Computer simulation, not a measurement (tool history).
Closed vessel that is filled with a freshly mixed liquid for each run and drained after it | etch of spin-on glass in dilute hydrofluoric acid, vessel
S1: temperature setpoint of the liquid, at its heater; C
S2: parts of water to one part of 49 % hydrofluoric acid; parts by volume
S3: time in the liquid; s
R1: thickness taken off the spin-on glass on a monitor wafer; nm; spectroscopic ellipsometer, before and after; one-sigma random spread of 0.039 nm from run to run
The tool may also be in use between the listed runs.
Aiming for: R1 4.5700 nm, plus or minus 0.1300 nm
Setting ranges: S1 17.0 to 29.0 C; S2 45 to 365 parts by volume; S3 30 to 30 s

run  hour    S1   S2  S3      R1
  1   0.0  21.0  205  30  4.0762
  2   5.0  18.0  205  30  3.5997
  3  11.2  18.0  245  30  2.8989
  4  19.0  21.5  240  30  3.3664
  5  21.5  21.5  275  30  2.8438
  6  27.4  24.0  260  30  3.3713
  7  29.4  25.5  250  30  3.7305
  8  30.6  26.5  245  30  4.0040
  9  33.5  27.5  240  30  4.2274
 10  38.4  28.0  240  30  4.2915
 11  41.5  28.5  240  30  4.3406

5 next moves are on the table. One of them brings every result within its allowed miss. Which?
  A  44.6  29.0  225  30   ?
  B  44.6  28.0  235  30   ?
  C  44.6  29.0  245  30   ?
  D  44.6  25.0  195  30   ?
  E  44.6  29.0  235  30   ?

move      R1
   A  4.7709
   B  4.3631
   C  4.2816
   D  4.9419
   E  4.5152
A: takes the result that was furthest off past its target
B: closer than the last run, but not yet in spec
C: its largest miss is bigger than the last run's
D: takes the result that was furthest off past its target
E: each result inside its tolerance
The right move is E.
